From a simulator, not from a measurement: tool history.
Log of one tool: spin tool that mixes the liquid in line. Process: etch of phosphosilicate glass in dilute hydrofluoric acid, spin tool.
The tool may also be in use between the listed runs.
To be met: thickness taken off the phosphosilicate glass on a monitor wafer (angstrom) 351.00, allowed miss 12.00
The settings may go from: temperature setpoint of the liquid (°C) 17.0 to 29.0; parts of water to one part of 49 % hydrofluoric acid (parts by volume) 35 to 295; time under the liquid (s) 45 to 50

run	hour	temperature setpoint of the liquid (°C)	parts of water to one part of 49 % hydrofluoric acid (parts by volume)	time under the liquid (s)	thickness taken off the phosphosilicate glass on a monitor wafer (angstrom)
1	0.0	21.0	165	45	225.22
2	6.4	22.0	160	45	239.94
3	12.3	19.0	160	45	217.41
4	16.1	20.0	155	45	235.68
5	18.5	20.0	155	50	257.35
6	25.6	20.0	155	50	262.98
7	30.3	21.0	155	50	266.75
8	31.6	22.0	155	50	280.58
9	32.8	23.0	155	50	289.57
# hour 41.7: hydrofluoric acid flow meter replaced
10	41.7	23.5	155	50	314.15

4 next moves are on the table. One of them brings every result within its allowed miss. Which?
A	50.6	24.0	145	50	?
B	50.6	29.0	160	50	?
C	50.6	26.5	185	50	?
D	50.6	25.5	140	50	?

move	thickness taken off the phosphosilicate glass on a monitor wafer (angstrom)
A	349.43
B	374.56
C	287.12
D	385.48
A: meets every target
B: takes the result that was furthest off past its target
C: further off than the last run
D: takes the result that was furthest off past its target
Answer: A
